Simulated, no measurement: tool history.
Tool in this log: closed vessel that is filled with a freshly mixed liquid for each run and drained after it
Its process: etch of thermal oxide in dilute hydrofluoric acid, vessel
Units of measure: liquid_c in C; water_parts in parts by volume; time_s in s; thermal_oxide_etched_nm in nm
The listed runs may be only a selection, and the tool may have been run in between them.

run    day  liquid_c  water_parts  time_s  thermal_oxide_etched_nm
  1      0        25          295     920                   11.685
  2   0.15      22.5          320     920                   9.6727
  3  0.442        21          340     920                   8.5582
  4  0.525        21          380     920                   7.3513
  5  0.862        20          385     920                   6.9692
  6  0.938        19          385     920                   6.7064
  7  1.158      18.5          385     920                   6.5937

The next listed run, before its measurement:
  8  1.371        18          385     920                        ?

thermal_oxide_etched_nm: 6.4834 nm
